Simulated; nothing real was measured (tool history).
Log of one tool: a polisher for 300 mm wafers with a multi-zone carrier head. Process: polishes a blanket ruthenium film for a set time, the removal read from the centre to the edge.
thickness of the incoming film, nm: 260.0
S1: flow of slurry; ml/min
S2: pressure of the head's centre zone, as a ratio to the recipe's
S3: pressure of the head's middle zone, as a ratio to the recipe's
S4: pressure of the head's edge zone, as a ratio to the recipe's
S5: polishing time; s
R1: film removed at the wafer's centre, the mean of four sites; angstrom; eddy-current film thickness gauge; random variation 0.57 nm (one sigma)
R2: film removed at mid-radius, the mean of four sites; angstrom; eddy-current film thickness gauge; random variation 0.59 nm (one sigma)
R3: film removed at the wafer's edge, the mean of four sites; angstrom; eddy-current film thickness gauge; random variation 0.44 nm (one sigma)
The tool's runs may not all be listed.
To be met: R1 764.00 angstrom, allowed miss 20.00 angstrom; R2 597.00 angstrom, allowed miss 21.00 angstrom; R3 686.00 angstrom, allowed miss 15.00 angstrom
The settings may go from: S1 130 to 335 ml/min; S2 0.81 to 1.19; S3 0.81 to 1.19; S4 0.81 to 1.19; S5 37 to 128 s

run	hour	S1	S2	S3	S4	S5	R1	R2	R3
1	0.0	215	1.00	1.00	1.00	82	794.49	797.88	801.96
2	8.4	215	1.00	0.92	1.00	82	803.01	749.16	788.04
3	14.4	210	1.01	0.91	1.00	81	791.67	721.70	781.88
4	19.6	205	1.02	0.90	0.99	81	788.45	714.87	780.58
5	22.4	205	1.03	0.89	0.98	80	791.20	700.35	769.43
6	24.2	205	1.03	0.81	0.98	80	801.49	651.92	766.78
7	25.9	200	1.04	0.81	0.97	79	787.85	648.38	750.05
8	31.6	170	1.12	0.81	0.97	72	762.95	563.47	669.37

Which of these 5 next moves meets every target?
A	37.3	175	1.17	0.81	1.19	68	?	?	?
B	37.3	140	1.12	0.81	1.03	73	?	?	?
C	37.3	155	1.09	0.88	0.92	77	?	?	?
D	37.3	220	1.11	0.84	0.99	71	?	?	?
E	37.3	160	1.16	0.81	1.04	70	?	?	?

move	R1	R2	R3
A	744.73	542.98	700.78
B	731.86	560.62	679.52
C	767.77	642.64	687.89
D	765.18	602.83	683.18
E	747.44	550.83	666.35
A: further off than the last run
B: further off than the last run
C: takes the result that was furthest off past its target
D: meets every target
E: further off than the last run
Answer: D

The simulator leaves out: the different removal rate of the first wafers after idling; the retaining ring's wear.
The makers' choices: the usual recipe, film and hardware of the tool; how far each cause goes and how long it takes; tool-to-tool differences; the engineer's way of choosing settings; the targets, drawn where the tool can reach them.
